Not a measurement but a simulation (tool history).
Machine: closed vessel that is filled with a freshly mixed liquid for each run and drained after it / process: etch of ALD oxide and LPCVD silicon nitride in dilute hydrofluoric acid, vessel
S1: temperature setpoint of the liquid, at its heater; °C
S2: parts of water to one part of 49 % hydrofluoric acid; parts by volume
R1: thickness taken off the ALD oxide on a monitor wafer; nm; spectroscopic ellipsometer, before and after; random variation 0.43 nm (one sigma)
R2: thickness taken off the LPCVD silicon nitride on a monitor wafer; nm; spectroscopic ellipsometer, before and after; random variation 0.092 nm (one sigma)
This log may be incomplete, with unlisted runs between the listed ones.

run 1 day=0 | S1=25 S2=90 time_in_the_liquid_(s)=140 | R1=15.316 R2=0.7942
run 2 day=0.3 | S1=25 S2=90 time_in_the_liquid_(s)=160 | R1=17.469 R2=0.92102
run 3 day=0.575 | S1=25 S2=90 time_in_the_liquid_(s)=205 | R1=22.639 R2=1.1331
run 4 day=0.883 | S1=25.5 S2=85 time_in_the_liquid_(s)=205 | R1=24.038 R2=1.3636
run 5 day=1.033 | S1=25.5 S2=85 time_in_the_liquid_(s)=180 | R1=21.232 R2=1.2278
run 6 day=1.292 | S1=25 S2=80 time_in_the_liquid_(s)=185 | R1=23.134 R2=1.1398
run 7 day=1.354 | S1=25.5 S2=75 time_in_the_liquid_(s)=185 | R1=24.984 R2=1.3315

Forecast run 8:
run 8 day=1.592 | S1=25.5 S2=70 time_in_the_liquid_(s)=185 | R1=? R2=?

{"run 8": {"R1": 26.953, "R2": 1.4099}}
